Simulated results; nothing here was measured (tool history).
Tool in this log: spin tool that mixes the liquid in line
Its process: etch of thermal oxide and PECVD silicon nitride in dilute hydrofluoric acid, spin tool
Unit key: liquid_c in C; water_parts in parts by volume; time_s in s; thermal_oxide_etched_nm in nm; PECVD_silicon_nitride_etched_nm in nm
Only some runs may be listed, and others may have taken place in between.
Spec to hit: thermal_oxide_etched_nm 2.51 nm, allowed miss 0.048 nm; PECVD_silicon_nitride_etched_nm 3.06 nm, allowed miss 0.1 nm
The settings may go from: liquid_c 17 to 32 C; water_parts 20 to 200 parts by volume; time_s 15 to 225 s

run  hour  liquid_c  water_parts  time_s  thermal_oxide_etched_nm  PECVD_silicon_nitride_etched_nm
  1     0        24          110     115                    5.003                           5.5207
  2   6.7        24          120     115                   4.5346                           4.8978
  3  13.5        22          120     115                   4.2046                           4.3449
  4  20.3      22.5          130     115                   3.8622                           4.1713
  5  28.4      22.5          130     155                   5.2614                           5.6125
  6    30      22.5          130     105                   3.5705                           3.7901
  7  33.9        23          135     105                    3.472                           3.7944
  8  40.9        23          140     105                   3.3529                           3.7291
  9  42.9        23          145     105                   3.2001                           3.5281
 10  43.8      25.5          190     110                   2.6935                           3.3483

Which one of the following 5 next-run settings gets every result inside its allowed miss? There is exactly one.
  A  44.7      24.5          195     110                        ?                                ?
  B  44.7      30.5          200      95                        ?                                ?
  C  44.7        25          180     105                        ?                                ?
  D  44.7        22          160     100                        ?                                ?
  E  44.7        25          190     110                        ?                                ?

move  thermal_oxide_etched_nm  PECVD_silicon_nitride_etched_nm
   A                   2.5209                           3.0351
   B                   2.6132                            3.691
   C                   2.7001                           3.2375
   D                   2.6395                           2.8562
   E                     2.65                           3.2141
A: every result within its allowed miss
B: misses by more than the last run did
C: about the same distance from the targets as the last run
D: gains on the last run, yet a result remains outside its allowed miss
E: gains on the last run, yet a result remains outside its allowed miss
A is the move that brings every result within its allowed miss.
